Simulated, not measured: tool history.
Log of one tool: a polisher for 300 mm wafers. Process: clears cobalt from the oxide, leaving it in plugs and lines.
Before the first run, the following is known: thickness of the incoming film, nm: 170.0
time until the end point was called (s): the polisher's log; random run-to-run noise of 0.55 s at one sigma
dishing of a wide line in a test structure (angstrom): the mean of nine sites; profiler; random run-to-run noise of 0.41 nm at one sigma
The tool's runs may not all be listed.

run,hour,flow of slurry (ml/min),pressure of the wafer on the pad (kPa),speed of the pad under the wafer (m/s),overpolish time after the end point (s),time until the end point was called (s),dishing of a wide line in a test structure (angstrom)
1,0,120,8.3,0.82,15,60.966,283.15
2,4.8,120,8.3,0.82,11,60.874,223.42
3,7.2,115,8.3,0.82,13,61.896,250.99
4,15.1,110,8.3,0.82,15,62.199,282.14
5,20.8,105,8.3,0.82,16,63.554,290.75
6,25,110,8.3,0.82,17,61.588,300.09
7,33.5,110,8.3,0.82,18,62.516,309.17
8,36.8,110,8.3,0.82,19,61.322,319.96
9,41,110,8.3,0.82,19,62.991,321.84
10,46.5,110,8.3,0.82,20,62.273,327.44
11,55.3,105,8.3,0.82,21,62.189,340.65
12,62.8,105,8.3,0.82,22,62.791,348.39
13,65,110,8.3,0.82,23,61.567,362.68
14,73.9,110,8.3,0.82,24,61.989,372.88
15,82,115,8.3,0.82,25,60.421,374.21
16,89,110,8.3,0.82,25,60.756,372.77
17,89.8,110,8.3,0.82,26,61.407,378.15

For run 18, what comes out?
18,94.4,110,8.3,0.82,27,?,?

For run 18 the tool returned time until the end point was called (s) 62.045, dishing of a wide line in a test structure (angstrom) 396.48.
